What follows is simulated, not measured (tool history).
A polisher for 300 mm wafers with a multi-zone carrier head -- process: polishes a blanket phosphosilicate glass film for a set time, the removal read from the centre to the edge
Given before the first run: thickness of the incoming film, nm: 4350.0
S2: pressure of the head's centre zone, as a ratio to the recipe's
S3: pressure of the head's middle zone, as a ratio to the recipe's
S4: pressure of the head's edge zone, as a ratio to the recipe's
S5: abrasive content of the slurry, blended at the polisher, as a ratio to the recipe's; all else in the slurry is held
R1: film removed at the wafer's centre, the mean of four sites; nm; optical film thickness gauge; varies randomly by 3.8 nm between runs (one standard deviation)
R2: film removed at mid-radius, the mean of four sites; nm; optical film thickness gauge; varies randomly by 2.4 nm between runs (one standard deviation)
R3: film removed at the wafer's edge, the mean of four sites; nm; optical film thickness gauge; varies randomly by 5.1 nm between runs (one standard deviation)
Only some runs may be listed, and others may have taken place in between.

run 1 day=0 | flow_of_slurry_(ml/min)=160 S2=1 S3=1 S4=1 S5=1 polishing_time_(s)=39 | R1=288.55 R2=257.45 R3=254.13
run 2 day=0.221 | flow_of_slurry_(ml/min)=160 S2=1 S3=0.93 S4=1 S5=1 polishing_time_(s)=39 | R1=288.64 R2=241.48 R3=256.04
run 3 day=0.254 | flow_of_slurry_(ml/min)=160 S2=1 S3=0.98 S4=1 S5=1 polishing_time_(s)=39 | R1=283.88 R2=250.92 R3=256.73
run 4 day=0.512 | flow_of_slurry_(ml/min)=170 S2=0.99 S3=1.02 S4=1.02 S5=1.1 polishing_time_(s)=39 | R1=298.07 R2=274.19 R3=273.94
-- day=0.55 centre zone pressure recalibrated
run 5 day=0.55 | flow_of_slurry_(ml/min)=170 S2=0.99 S3=1.02 S4=1.07 S5=1.1 polishing_time_(s)=39 | R1=272.28 R2=277.05 R3=283.67
run 6 day=0.642 | flow_of_slurry_(ml/min)=180 S2=1 S3=1.05 S4=1.07 S5=1.15 polishing_time_(s)=39 | R1=286.87 R2=291.82 R3=284.65
run 7 day=0.692 | flow_of_slurry_(ml/min)=185 S2=1 S3=1.07 S4=1.08 S5=1.2 polishing_time_(s)=39 | R1=302.54 R2=301.89 R3=294.8
run 8 day=0.733 | flow_of_slurry_(ml/min)=190 S2=0.99 S3=1.09 S4=1.09 S5=1.25 polishing_time_(s)=39 | R1=300.14 R2=314.46 R3=300.95

Run 9 is up next; what results do you expect?
run 9 day=1.075 | flow_of_slurry_(ml/min)=195 S2=0.99 S3=1.11 S4=1.1 S5=1.3 polishing_time_(s)=39 | R1=? R2=? R3=?

For run 9 the tool returned R1 304.67 nm, R2 325.59 nm, R3 304.69 nm.
